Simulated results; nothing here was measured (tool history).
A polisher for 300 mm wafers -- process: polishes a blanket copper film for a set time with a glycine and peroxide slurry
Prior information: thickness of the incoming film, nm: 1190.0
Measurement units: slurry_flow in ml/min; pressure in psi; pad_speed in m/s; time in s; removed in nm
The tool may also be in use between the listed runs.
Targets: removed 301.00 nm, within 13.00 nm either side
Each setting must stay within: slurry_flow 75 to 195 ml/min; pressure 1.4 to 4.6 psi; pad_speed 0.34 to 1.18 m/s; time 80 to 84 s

run 1 hour=0.0 | slurry_flow=125 pressure=3.0 pad_speed=0.76 time=80 | removed=358.27
run 2 hour=8.0 | slurry_flow=145 pressure=3.0 pad_speed=0.76 time=80 | removed=368.64
run 3 hour=10.5 | slurry_flow=145 pressure=2.9 pad_speed=0.76 time=80 | removed=361.40
run 4 hour=16.9 | slurry_flow=145 pressure=2.9 pad_speed=0.76 time=80 | removed=353.81
run 5 hour=24.4 | slurry_flow=145 pressure=2.8 pad_speed=0.76 time=80 | removed=349.58
run 6 hour=33.3 | slurry_flow=145 pressure=2.8 pad_speed=0.76 time=84 | removed=366.71
run 7 hour=36.4 | slurry_flow=145 pressure=2.7 pad_speed=0.76 time=84 | removed=350.01
run 8 hour=42.9 | slurry_flow=140 pressure=2.5 pad_speed=0.76 time=84 | removed=335.49
run 9 hour=45.6 | slurry_flow=135 pressure=2.3 pad_speed=0.76 time=84 | removed=314.15

Consider the 5 candidate settings below. Which is the only one whose results all fall within their allowed miss of target?
run A hour=48.3 | slurry_flow=160 pressure=2.6 pad_speed=0.74 time=81 | removed=?
run B hour=48.3 | slurry_flow=155 pressure=2.3 pad_speed=0.74 time=80 | removed=?
run C hour=48.3 | slurry_flow=125 pressure=2.9 pad_speed=0.70 time=82 | removed=?
run D hour=48.3 | slurry_flow=125 pressure=2.5 pad_speed=0.76 time=84 | removed=?
run E hour=48.3 | slurry_flow=150 pressure=2.0 pad_speed=0.96 time=83 | removed=?

move=A removed=332.88
move=B removed=302.00
move=C removed=337.32
move=D removed=328.98
move=E removed=335.43
A: moves away from the targets compared with the last run
B: hits every target within its allowed miss
C: moves away from the targets compared with the last run
D: moves away from the targets compared with the last run
E: moves away from the targets compared with the last run
Move B is the one to make.

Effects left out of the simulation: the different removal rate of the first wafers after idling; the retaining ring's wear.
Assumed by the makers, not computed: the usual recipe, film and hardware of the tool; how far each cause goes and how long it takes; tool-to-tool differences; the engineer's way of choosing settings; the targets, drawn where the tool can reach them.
